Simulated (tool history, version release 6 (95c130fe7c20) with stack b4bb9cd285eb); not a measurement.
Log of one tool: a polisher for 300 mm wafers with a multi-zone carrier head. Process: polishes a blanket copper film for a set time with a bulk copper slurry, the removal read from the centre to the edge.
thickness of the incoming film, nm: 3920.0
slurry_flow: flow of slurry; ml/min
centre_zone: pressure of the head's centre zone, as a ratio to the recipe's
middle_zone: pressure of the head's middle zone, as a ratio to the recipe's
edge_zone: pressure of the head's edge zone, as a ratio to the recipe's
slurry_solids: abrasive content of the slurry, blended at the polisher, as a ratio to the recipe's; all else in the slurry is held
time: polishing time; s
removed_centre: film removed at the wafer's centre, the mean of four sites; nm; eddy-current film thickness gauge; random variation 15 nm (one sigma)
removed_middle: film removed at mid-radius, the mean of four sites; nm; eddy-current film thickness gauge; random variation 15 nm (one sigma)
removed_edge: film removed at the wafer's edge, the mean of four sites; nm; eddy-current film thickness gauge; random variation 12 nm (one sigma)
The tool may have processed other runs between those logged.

| run | hour | slurry_flow | centre_zone | middle_zone | edge_zone | slurry_solids | time | removed_centre | removed_middle | removed_edge |
|---|---|---|---|---|---|---|---|---|---|---|
| 1 | 0 | 150 | 1 | 1 | 1 | 1 | 56 | 897.58 | 918.85 | 883.87 |
| 2 | 3.1 | 155 | 1.02 | 1.02 | 1.02 | 1.1 | 57 | 948.13 | 983.86 | 919.45 |
| 3 | 11 | 155 | 1.02 | 1.02 | 1.02 | 1.3 | 57 | 990.46 | 993.08 | 969.36 |
| 4 | 15.9 | 155 | 1.1 | 1.02 | 1.02 | 1.3 | 57 | 1071.5 | 983.25 | 949.56 |
| 5 | 20.1 | 155 | 1.1 | 1.02 | 1.02 | 1.3 | 46 | 852.35 | 804.79 | 776.76 |
| 6 | 20.8 | 155 | 1.1 | 0.99 | 1.02 | 1.3 | 46 | 856.66 | 772.11 | 762.3 |
| 7 | 22.8 | 160 | 1.11 | 1.02 | 1.04 | 1.35 | 49 | 933.16 | 864.07 | 831.9 |
| 8 | 26 | 160 | 1.11 | 1.03 | 1.05 | 1.4 | 52 | 1005.9 | 936.53 | 886.38 |
| 9 | 34.7 | 160 | 1.1 | 1.03 | 1.06 | 1.4 | 54 | 1031.9 | 961.78 | 943.85 |
| 10 | 35.7 | 165 | 1.11 | 1.05 | 1.08 | 1.4 | 55 | 1063.9 | 1011.8 | 954.49 |
| 11 | 44.7 | 165 | 1.11 | 1.05 | 1.08 | 1.4 | 55 | 1078.2 | 993.35 | 964.36 |
| 12 | 47.5 | 170 | 1.11 | 1.07 | 1.09 | 1.4 | 56 | 1091.1 | 1030 | 995.33 |

Run 13, settings as shown, results not yet in. Your forecast:
| 13 | 54.8 | 175 | 1.11 | 1.09 | 1.09 | 1.4 | 57 | ? | ? | ? |

Run 13 gave removed_centre 1134.6 nm, removed_middle 1090.2 nm, removed_edge 1033.5 nm.
